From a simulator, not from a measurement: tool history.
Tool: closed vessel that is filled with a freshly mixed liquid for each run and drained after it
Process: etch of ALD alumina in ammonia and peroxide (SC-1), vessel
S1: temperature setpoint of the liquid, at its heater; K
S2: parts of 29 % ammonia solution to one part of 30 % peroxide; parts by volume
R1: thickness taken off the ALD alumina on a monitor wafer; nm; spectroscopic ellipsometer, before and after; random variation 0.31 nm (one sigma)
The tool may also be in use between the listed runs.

{"run": 1, "hour": 0.0, "S1": 320.15, "S2": 0.55, "time in the liquid (s)": 430, "R1": 22.008}
{"run": 2, "hour": 7.6, "S1": 321.65, "S2": 0.55, "time in the liquid (s)": 430, "R1": 24.163}
{"run": 3, "hour": 13.6, "S1": 321.65, "S2": 0.4, "time in the liquid (s)": 430, "R1": 23.16}
{"run": 4, "hour": 19.0, "S1": 323.15, "S2": 0.4, "time in the liquid (s)": 430, "R1": 25.282}
{"run": 5, "hour": 27.7, "S1": 319.65, "S2": 0.4, "time in the liquid (s)": 430, "R1": 21.08}
{"run": 6, "hour": 31.4, "S1": 312.65, "S2": 0.4, "time in the liquid (s)": 430, "R1": 14.17}
{"run": 7, "hour": 34.3, "S1": 315.15, "S2": 0.4, "time in the liquid (s)": 430, "R1": 16.306}

Run 8 comes next. What will it give?
{"run": 8, "hour": 35.5, "S1": 317.15, "S2": 0.4, "time in the liquid (s)": 430, "R1": "?"}

R1: 18.388 nm
